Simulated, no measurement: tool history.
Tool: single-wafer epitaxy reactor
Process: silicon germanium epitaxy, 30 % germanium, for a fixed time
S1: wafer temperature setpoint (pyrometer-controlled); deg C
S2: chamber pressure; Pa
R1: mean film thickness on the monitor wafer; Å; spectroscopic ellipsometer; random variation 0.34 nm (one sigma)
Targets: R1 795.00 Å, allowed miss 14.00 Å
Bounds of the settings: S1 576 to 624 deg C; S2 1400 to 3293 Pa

run,hour,S1,S2,R1
1,0.0,600,2346,567.42
2,3.8,604,2360,619.21
3,8.4,599,2360,554.99
4,11.2,592,2360,480.19
5,17.6,597,2373,531.76
6,25.8,601,2386,587.74
7,29.3,604,2386,614.26
8,30.9,607,2386,656.16
9,37.5,609,2386,682.38
10,46.1,611,2386,713.91
11,46.8,612,2386,726.98
12,51.6,613,2386,744.28

4 next moves are on the table. One of them brings every result within its allowed miss. Which?
A,56.4,609,2493,?
B,56.4,611,2306,?
C,56.4,619,2133,?
D,56.4,618,2440,?

move,R1
A,699.68
B,704.53
C,799.30
D,830.70
A: further off than the last run
B: further off than the last run
C: meets every target
D: takes the result that was furthest off past its target
Move C is the one to make.
